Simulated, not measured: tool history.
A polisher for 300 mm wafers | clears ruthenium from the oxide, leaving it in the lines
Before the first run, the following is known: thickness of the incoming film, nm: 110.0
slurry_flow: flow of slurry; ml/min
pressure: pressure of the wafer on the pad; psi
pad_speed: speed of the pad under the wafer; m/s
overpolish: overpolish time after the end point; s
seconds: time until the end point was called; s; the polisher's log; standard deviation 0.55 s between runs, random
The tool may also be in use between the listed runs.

{"run": 1, "hour": 0.0, "slurry_flow": 155, "pressure": 2.5, "pad_speed": 1.14, "overpolish": 3, "seconds": 62.36}
{"run": 2, "hour": 6.3, "slurry_flow": 155, "pressure": 2.5, "pad_speed": 1, "overpolish": 3, "seconds": 71.15}
{"run": 3, "hour": 9.4, "slurry_flow": 155, "pressure": 2.5, "pad_speed": 1.26, "overpolish": 3, "seconds": 58.445}
{"run": 4, "hour": 11.6, "slurry_flow": 135, "pressure": 2.5, "pad_speed": 1.26, "overpolish": 3, "seconds": 60.403}
{"run": 5, "hour": 13.6, "slurry_flow": 135, "pressure": 2.5, "pad_speed": 1.12, "overpolish": 3, "seconds": 65.559}
{"run": 6, "hour": 17.4, "slurry_flow": 135, "pressure": 2.6, "pad_speed": 1.12, "overpolish": 3, "seconds": 63.721}
{"run": 7, "hour": 20.8, "slurry_flow": 140, "pressure": 2.7, "pad_speed": 1.12, "overpolish": 3, "seconds": 60.447}

Run 8 has not been measured yet. What should we expect?
{"run": 8, "hour": 27.6, "slurry_flow": 145, "pressure": 2.8, "pad_speed": 1.12, "overpolish": 3, "seconds": "?"}

{"run 8": {"seconds": 57.837}}
